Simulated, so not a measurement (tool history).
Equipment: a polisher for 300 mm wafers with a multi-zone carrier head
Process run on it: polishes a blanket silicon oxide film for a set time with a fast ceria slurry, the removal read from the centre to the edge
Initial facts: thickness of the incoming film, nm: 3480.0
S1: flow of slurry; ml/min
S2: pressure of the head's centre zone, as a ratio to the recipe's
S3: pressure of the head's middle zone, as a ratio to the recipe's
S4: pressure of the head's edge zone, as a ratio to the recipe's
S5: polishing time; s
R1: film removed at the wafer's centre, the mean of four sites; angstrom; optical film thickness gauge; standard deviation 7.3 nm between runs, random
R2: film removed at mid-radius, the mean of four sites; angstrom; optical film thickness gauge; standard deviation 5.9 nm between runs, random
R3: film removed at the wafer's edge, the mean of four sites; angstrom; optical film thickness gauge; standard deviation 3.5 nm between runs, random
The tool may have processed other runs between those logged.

run 1 hour=0 | S1=165 S2=1 S3=1 S4=1 S5=45 | R1=4101.1 R2=4157.1 R3=4254.4
run 2 hour=4.2 | S1=165 S2=1 S3=1 S4=1 S5=39 | R1=3684.6 R2=3590.6 R3=3702.6
run 3 hour=11.5 | S1=165 S2=1 S3=0.97 S4=1 S5=39 | R1=3653 R2=3566.6 R3=3655.7
run 4 hour=17.5 | S1=170 S2=1.01 S3=0.99 S4=1.05 S5=42 | R1=3909.2 R2=3908.6 R3=4084.5
run 5 hour=22.1 | S1=175 S2=1.02 S3=0.98 S4=1.08 S5=45 | R1=4229.8 R2=4135.9 R3=4465.2
run 6 hour=28.7 | S1=160 S2=1.02 S3=0.98 S4=1.08 S5=45 | R1=4182.1 R2=4207.7 R3=4377.1
run 7 hour=31.7 | S1=175 S2=1.03 S3=1 S4=1.11 S5=46 | R1=4352.4 R2=4315.8 R3=4597.1
run 8 hour=39.4 | S1=185 S2=1.03 S3=1.01 S4=1.13 S5=48 | R1=4601.5 R2=4580 R3=4913.3
run 9 hour=44.3 | S1=195 S2=1.03 S3=1.02 S4=1.15 S5=49 | R1=4700.2 R2=4757.9 R3=5075.2
run 10 hour=46.1 | S1=200 S2=1.03 S3=1.01 S4=1.16 S5=50 | R1=4766.3 R2=4908.1 R3=5188.4
run 11 hour=52.3 | S1=195 S2=1.03 S3=0.99 S4=1.17 S5=51 | R1=5043.3 R2=4862.8 R3=5286.6
run 12 hour=57.5 | S1=195 S2=1.01 S3=0.98 S4=1.18 S5=52 | R1=4967.1 R2=4888.3 R3=5469.4
run 13 hour=59.7 | S1=200 S2=1.01 S3=0.98 S4=1.18 S5=52 | R1=4936.8 R2=4833.1 R3=5379.8

Run 14 is up next; what results do you expect?
run 14 hour=66.7 | S1=200 S2=1.01 S3=0.98 S4=1.18 S5=52 | R1=? R2=? R3=?

{"run 14": {"R1": 4912.7, "R2": 4966.4, "R3": 5483.5}}
